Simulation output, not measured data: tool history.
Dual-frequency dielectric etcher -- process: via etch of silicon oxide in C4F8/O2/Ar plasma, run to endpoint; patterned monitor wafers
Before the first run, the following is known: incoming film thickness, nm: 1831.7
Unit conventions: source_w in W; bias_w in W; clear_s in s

{"run": 1, "hour": 0.0, "source_w": 1990, "bias_w": 1985, "clear_s": 360.65}
{"run": 2, "hour": 2.5, "source_w": 1990, "bias_w": 2261, "clear_s": 343.41}
{"run": 3, "hour": 5.5, "source_w": 1990, "bias_w": 2116, "clear_s": 350.28}
{"run": 4, "hour": 14.1, "source_w": 1660, "bias_w": 2116, "clear_s": 377.63}
{"run": 5, "hour": 15.6, "source_w": 1660, "bias_w": 2392, "clear_s": 363.89}
{"run": 6, "hour": 17.1, "source_w": 1760, "bias_w": 2424, "clear_s": 353.93}
{"run": 7, "hour": 19.3, "source_w": 1840, "bias_w": 2450, "clear_s": 347.53}

Run 8 is up next; what results do you expect?
{"run": 8, "hour": 21.3, "source_w": 1910, "bias_w": 2473, "clear_s": "?"}

Run 8 yielded clear_s 340.65 s.
